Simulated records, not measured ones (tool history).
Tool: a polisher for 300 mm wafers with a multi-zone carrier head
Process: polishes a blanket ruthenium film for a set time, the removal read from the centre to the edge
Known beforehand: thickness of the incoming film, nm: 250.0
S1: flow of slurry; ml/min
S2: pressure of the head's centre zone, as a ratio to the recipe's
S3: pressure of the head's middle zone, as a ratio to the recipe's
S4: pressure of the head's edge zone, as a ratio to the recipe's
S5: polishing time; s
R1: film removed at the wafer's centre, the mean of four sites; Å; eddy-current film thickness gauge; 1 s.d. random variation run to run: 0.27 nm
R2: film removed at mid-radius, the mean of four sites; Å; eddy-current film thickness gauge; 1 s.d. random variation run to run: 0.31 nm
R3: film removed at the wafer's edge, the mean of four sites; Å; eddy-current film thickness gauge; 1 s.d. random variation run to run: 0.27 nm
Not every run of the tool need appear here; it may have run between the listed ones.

{"run": 1, "hour": 0.0, "S1": 315, "S2": 1, "S3": 1, "S4": 1, "S5": 53, "R1": 572.44, "R2": 558.97, "R3": 565.76}
{"run": 2, "hour": 7.2, "S1": 315, "S2": 0.93, "S3": 1, "S4": 1, "S5": 53, "R1": 537.46, "R2": 561.27, "R3": 560.38}
{"run": 3, "hour": 9.0, "S1": 315, "S2": 0.93, "S3": 1.08, "S4": 1, "S5": 53, "R1": 529.03, "R2": 598.96, "R3": 567.43}
{"run": 4, "hour": 15.4, "S1": 305, "S2": 0.9, "S3": 1.06, "S4": 0.95, "S5": 45, "R1": 433.67, "R2": 492.93, "R3": 472.51}
{"run": 5, "hour": 17.9, "S1": 315, "S2": 0.91, "S3": 1.07, "S4": 0.91, "S5": 40, "R1": 392.59, "R2": 447.66, "R3": 410.63}
{"run": 6, "hour": 22.5, "S1": 315, "S2": 0.91, "S3": 1.15, "S4": 0.91, "S5": 40, "R1": 402.41, "R2": 477.93, "R3": 413.12}
{"run": 7, "hour": 28.8, "S1": 320, "S2": 0.9, "S3": 1.12, "S4": 0.89, "S5": 37, "R1": 359.83, "R2": 431.41, "R3": 378.36}
{"run": 8, "hour": 35.3, "S1": 315, "S2": 0.9, "S3": 1.09, "S4": 0.87, "S5": 36, "R1": 349.71, "R2": 403.01, "R3": 364.42}
{"run": 9, "hour": 43.0, "S1": 315, "S2": 0.89, "S3": 1.08, "S4": 0.85, "S5": 35, "R1": 333.77, "R2": 395.8, "R3": 350.74}
{"run": 10, "hour": 43.9, "S1": 315, "S2": 0.89, "S3": 1.06, "S4": 0.84, "S5": 34, "R1": 327.21, "R2": 382.33, "R3": 337.6}
{"run": 11, "hour": 49.1, "S1": 310, "S2": 0.88, "S3": 1.04, "S4": 0.83, "S5": 34, "R1": 320.41, "R2": 372.48, "R3": 334.52}
{"run": 12, "hour": 53.2, "S1": 305, "S2": 0.88, "S3": 1.03, "S4": 0.82, "S5": 34, "R1": 317.92, "R2": 364.38, "R3": 332.16}

What will run 13 give?
{"run": 13, "hour": 58.6, "S1": 300, "S2": 0.88, "S3": 1.03, "S4": 0.81, "S5": 34, "R1": "?", "R2": "?", "R3": "?"}

{"run 13": {"R1": 326.58, "R2": 367.29, "R3": 329.66}}

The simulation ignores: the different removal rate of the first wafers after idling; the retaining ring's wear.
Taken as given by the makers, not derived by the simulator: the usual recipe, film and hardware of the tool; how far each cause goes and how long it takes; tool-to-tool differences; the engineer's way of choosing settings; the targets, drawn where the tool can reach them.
